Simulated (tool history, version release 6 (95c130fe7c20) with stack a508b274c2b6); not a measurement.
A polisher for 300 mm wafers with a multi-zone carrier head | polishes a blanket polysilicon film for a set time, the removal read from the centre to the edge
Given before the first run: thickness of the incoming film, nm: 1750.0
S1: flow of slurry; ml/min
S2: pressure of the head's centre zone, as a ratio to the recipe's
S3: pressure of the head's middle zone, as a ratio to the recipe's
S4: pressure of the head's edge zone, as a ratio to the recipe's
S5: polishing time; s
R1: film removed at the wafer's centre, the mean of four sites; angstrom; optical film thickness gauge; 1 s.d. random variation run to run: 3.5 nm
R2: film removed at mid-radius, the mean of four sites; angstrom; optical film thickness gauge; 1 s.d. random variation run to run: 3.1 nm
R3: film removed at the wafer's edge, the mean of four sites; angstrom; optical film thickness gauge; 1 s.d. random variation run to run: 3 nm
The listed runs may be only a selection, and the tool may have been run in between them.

{"run": 1, "hour": 0.0, "S1": 160, "S2": 1, "S3": 1, "S4": 1, "S5": 64, "R1": 2906.4, "R2": 3013.3, "R3": 3086.5}
{"run": 2, "hour": 5.5, "S1": 165, "S2": 1, "S3": 0.99, "S4": 1.02, "S5": 66, "R1": 3063.3, "R2": 3127.4, "R3": 3207}
{"run": 3, "hour": 14.3, "S1": 165, "S2": 0.99, "S3": 0.98, "S4": 1.04, "S5": 68, "R1": 3099.5, "R2": 3232.3, "R3": 3289.3}
{"run": 4, "hour": 14.8, "S1": 165, "S2": 0.99, "S3": 1.06, "S4": 1.04, "S5": 68, "R1": 3105.7, "R2": 3416, "R3": 3327.2}
{"run": 5, "hour": 16.1, "S1": 160, "S2": 0.98, "S3": 1.03, "S4": 1.06, "S5": 70, "R1": 3171, "R2": 3402.8, "R3": 3405.9}
{"run": 6, "hour": 18.5, "S1": 160, "S2": 0.98, "S3": 1.03, "S4": 1.11, "S5": 70, "R1": 3137.3, "R2": 3423, "R3": 3533.1}

For run 7, what comes out?
{"hour": 25.7, "done": "centre zone pressure recalibrated"}
{"run": 7, "hour": 25.7, "S1": 160, "S2": 0.98, "S3": 1.01, "S4": 1.12, "S5": 71, "R1": "?", "R2": "?", "R3": "?"}

For run 7 the tool returned R1 3347 angstrom, R2 3433.4 angstrom, R3 3604 angstrom.
